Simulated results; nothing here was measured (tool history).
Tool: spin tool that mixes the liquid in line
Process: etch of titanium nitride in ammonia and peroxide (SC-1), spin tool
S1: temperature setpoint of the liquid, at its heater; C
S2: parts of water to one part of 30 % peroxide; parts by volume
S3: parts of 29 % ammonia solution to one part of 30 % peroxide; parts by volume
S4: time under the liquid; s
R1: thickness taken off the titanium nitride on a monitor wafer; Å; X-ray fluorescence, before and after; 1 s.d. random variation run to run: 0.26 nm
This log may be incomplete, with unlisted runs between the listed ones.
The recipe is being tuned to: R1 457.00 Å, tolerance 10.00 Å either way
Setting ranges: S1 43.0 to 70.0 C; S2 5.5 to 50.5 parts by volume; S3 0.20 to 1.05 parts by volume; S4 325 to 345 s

run	day	S1	S2	S3	S4	R1
1	0.000	59.0	28.0	0.55	325	311.11
2	0.158	59.0	28.0	0.45	325	298.91
3	0.362	60.5	28.0	0.45	325	333.52
4	0.429	61.5	28.0	0.45	325	351.51
5	0.692	62.5	28.0	0.45	325	378.25
6	0.879	63.0	28.0	0.45	325	387.11
7	1.029	63.5	28.0	0.45	325	405.23
8	1.071	64.0	28.0	0.45	325	417.10
9	1.292	64.5	28.0	0.45	325	434.52
10	1.500	65.0	28.0	0.45	325	441.76

Exercise: of the 4 proposed moves below, exactly one satisfies all targets within the stated allowed misses. Which move is it?
A	1.708	65.0	27.5	0.50	325	?
B	1.708	62.5	26.5	0.55	345	?
C	1.708	64.5	27.0	0.45	325	?
D	1.708	64.5	24.5	0.35	325	?

move	R1
A	457.91
B	430.59
C	439.32
D	442.51
A: in spec on every target
B: lands further from the targets than the last run did
C: lands further from the targets than the last run did
D: about the same distance from the targets as the last run
Answer: A
